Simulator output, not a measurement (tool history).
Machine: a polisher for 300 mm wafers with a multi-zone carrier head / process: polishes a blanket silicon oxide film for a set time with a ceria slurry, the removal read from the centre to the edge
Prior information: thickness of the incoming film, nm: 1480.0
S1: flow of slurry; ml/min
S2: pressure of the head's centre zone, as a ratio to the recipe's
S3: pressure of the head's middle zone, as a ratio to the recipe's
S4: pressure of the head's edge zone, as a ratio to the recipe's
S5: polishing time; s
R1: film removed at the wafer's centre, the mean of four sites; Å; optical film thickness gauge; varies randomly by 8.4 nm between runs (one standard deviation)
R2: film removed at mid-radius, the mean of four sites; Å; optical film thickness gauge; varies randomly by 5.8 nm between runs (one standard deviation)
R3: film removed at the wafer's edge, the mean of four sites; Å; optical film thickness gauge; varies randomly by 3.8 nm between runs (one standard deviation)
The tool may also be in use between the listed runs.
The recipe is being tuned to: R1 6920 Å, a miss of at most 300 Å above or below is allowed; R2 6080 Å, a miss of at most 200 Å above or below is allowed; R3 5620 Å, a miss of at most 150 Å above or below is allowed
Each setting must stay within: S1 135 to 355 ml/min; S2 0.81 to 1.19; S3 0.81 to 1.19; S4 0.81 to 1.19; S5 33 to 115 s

run  hour   S1    S2    S3    S4  S5      R1      R2      R3
  1     0  225     1     1     1  73  4880.8  4949.1  4911.2
  2   1.2  240  1.04  1.02  1.01  74  5152.8  5101.1  4997.2
  3   9.5  240  1.04  1.02  1.01  66  4629.3  4536.4  4446.4
  4  13.9  240  1.04  0.99  1.01  66  4596.7  4410.2  4460.6
  5  15.9  250  1.07  1.01  1.01  69    4975  4715.4  4696.9
  6  19.9  250  1.03  1.01  1.01  69    4883  4818.4  4631.6
  7  24.3  265  1.06  1.02  1.02  71  5325.3    4997  4854.4
  8  29.7  275  1.07  1.04  1.04  72  5364.4  5111.3  5039.1
  9  36.9  290  1.09  1.06  1.04  73  5608.9  5435.1  5086.3
 10  40.8  300  1.11  1.06  1.04  74  5808.5  5480.8    5204

Exactly one of the 5 candidate moves below puts every result within its allowed miss. Which one?
  A  44.7  265  1.05  1.19  0.95  72   ?   ?   ?
  B  44.7  310  1.18  1.07  1.11  77   ?   ?   ?
  C  44.7  295  1.17  1.06     1  76   ?   ?   ?
  D  44.7  355  1.12   1.1  0.91  78   ?   ?   ?
  E  44.7  355  1.17  1.04  0.96  82   ?   ?   ?

move      R1      R2      R3
   A  5283.4  5702.4  4791.5
   B  6495.4  5675.1  5606.3
   C  6313.2  5524.4  5242.5
   D  6348.8  5978.4  5235.9
   E  6971.5  5989.4    5642
A: misses by more than the last run did
B: closer than the last run, but not yet in spec
C: closer than the last run, but not yet in spec
D: closer than the last run, but not yet in spec
E: meets every target
Go with E: it meets all targets.

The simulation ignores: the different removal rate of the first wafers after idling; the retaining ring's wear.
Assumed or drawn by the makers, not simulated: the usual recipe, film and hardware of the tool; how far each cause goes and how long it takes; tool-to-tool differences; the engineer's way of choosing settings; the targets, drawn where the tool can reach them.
